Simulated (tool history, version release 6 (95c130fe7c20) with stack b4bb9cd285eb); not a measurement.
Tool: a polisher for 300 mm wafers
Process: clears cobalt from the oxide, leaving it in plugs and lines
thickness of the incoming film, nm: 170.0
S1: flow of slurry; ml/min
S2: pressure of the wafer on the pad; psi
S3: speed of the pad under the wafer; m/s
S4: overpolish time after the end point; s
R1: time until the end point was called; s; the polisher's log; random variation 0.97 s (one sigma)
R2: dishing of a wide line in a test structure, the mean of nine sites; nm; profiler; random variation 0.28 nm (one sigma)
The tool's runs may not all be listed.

run,hour,S1,S2,S3,S4,R1,R2
1,0,175,1.9,0.94,25,34.016,32.728
2,8.4,175,1.9,1.08,25,30.889,32.022
3,12.6,175,1.7,1.08,25,32.704,31.122
4,14.1,140,1.7,1.08,25,34.093,31.55
5,19.2,170,1.5,1.04,20,38.734,30.811
6,24.4,170,1.7,1.04,20,33.912,31.454
7,32.6,160,1.5,1.04,16,38.128,29.08
8,33.2,145,1.3,1.06,14,45.574,26.603
9,39.8,135,1.2,1.12,12,44.526,24.205

Run 10 comes next. What will it give?
10,42.7,125,1.1,1.14,11,?,?

Run 10 gave R1 47.955 s, R2 23.025 nm.

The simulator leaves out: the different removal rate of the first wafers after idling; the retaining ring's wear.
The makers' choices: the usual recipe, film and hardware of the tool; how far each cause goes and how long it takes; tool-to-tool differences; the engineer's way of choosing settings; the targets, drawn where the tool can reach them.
